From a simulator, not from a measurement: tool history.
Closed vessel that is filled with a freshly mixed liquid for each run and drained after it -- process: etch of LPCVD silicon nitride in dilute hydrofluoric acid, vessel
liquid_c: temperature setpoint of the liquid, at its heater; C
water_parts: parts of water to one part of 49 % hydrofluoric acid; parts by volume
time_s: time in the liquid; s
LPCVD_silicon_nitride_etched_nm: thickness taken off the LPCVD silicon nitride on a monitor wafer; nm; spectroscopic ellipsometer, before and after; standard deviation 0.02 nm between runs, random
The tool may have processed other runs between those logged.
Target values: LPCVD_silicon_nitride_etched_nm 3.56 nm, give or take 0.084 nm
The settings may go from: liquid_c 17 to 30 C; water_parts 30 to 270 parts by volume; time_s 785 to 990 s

| run | hour | liquid_c | water_parts | time_s | LPCVD_silicon_nitride_etched_nm |
|---|---|---|---|---|---|
| 1 | 0 | 22 | 150 | 990 | 3.1752 |
| 2 | 6.1 | 24.5 | 150 | 990 | 3.8138 |
| 3 | 8.2 | 24 | 150 | 990 | 3.6542 |
| 4 | 13.7 | 24 | 190 | 990 | 2.903 |
| 5 | 16.9 | 21.5 | 190 | 990 | 2.4699 |
| 6 | 26.3 | 23 | 190 | 990 | 2.6955 |
| 7 | 32.1 | 24 | 190 | 990 | 2.9019 |
| 8 | 35.5 | 24 | 190 | 990 | 2.9134 |

Consider the 4 candidate settings below. Which is the only one whose results all fall within their allowed miss of target?
| A | 38.9 | 22 | 110 | 840 | ? |
| B | 38.9 | 25 | 155 | 990 | ? |
| C | 38.9 | 24.5 | 145 | 950 | ? |
| D | 38.9 | 19 | 105 | 945 | ? |

| move | LPCVD_silicon_nitride_etched_nm |
|---|---|
| A | 3.6938 |
| B | 3.7746 |
| C | 3.7479 |
| D | 3.5505 |
A: carries the result that was furthest off beyond its target, to the other side
B: carries the result that was furthest off beyond its target, to the other side
C: carries the result that was furthest off beyond its target, to the other side
D: every result within its allowed miss
D meets every target.

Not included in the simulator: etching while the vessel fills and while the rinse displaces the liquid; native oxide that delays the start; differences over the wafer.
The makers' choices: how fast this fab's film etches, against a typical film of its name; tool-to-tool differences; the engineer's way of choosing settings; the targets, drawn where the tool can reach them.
